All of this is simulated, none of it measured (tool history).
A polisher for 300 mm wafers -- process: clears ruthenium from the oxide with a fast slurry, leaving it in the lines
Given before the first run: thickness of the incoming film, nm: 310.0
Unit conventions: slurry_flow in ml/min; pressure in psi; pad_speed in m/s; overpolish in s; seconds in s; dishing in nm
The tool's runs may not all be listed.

| run | hour | slurry_flow | pressure | pad_speed | slurry_solids | overpolish | seconds | dishing |
|---|---|---|---|---|---|---|---|---|
| 1 | 0 | 220 | 1.9 | 1.14 | 1 | 16 | 124.06 | 34.541 |
| 2 | 0.9 | 220 | 1.5 | 1.14 | 1 | 16 | 150.31 | 28.622 |
| 3 | 9.1 | 225 | 1.8 | 1.16 | 1 | 14 | 125.36 | 30.311 |
| 4 | 14.3 | 225 | 1.8 | 1.06 | 1 | 14 | 135.78 | 27.093 |
| 5 | 20.1 | 235 | 2 | 1.06 | 1 | 13 | 124.85 | 28.573 |
| 6 | 27 | 230 | 2.2 | 1.08 | 1.05 | 11 | 111.09 | 26.883 |
| 7 | 33.9 | 240 | 2.4 | 1.1 | 1.1 | 10 | 99.292 | 27.778 |

What will run 8 give?
| 8 | 42.7 | 240 | 3 | 1.34 | 1.15 | 6 | ? | ? |

seconds: 65.02 s
dishing: 25.389 nm
